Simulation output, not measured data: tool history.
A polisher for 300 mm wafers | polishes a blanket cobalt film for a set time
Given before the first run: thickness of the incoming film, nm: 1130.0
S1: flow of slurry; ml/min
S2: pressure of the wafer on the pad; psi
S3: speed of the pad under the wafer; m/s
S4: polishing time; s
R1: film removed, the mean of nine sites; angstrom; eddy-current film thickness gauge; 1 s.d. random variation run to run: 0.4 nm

run 1 hour=0.0 | S1=120 S2=1.6 S3=1.14 S4=30 | R1=1120.20
run 2 hour=3.2 | S1=110 S2=1.3 S3=1.14 S4=30 | R1=904.42
run 3 hour=5.5 | S1=100 S2=1.1 S3=1.14 S4=30 | R1=764.94
run 4 hour=6.4 | S1=100 S2=1.3 S3=1.14 S4=30 | R1=898.96
run 5 hour=8.7 | S1=100 S2=1.1 S3=1.14 S4=30 | R1=758.20
run 6 hour=10.8 | S1=95 S2=1.0 S3=1.14 S4=30 | R1=693.62
run 7 hour=13.4 | S1=90 S2=1.0 S3=1.14 S4=30 | R1=684.58
run 8 hour=18.7 | S1=85 S2=1.0 S3=1.14 S4=30 | R1=682.01
run 9 hour=23.4 | S1=80 S2=1.0 S3=1.14 S4=30 | R1=666.64

What does the tool deliver on the next run?
run 10 hour=31.6 | S1=75 S2=1.0 S3=1.14 S4=30 | R1=?

Run 10 came out at R1 658.93 angstrom.

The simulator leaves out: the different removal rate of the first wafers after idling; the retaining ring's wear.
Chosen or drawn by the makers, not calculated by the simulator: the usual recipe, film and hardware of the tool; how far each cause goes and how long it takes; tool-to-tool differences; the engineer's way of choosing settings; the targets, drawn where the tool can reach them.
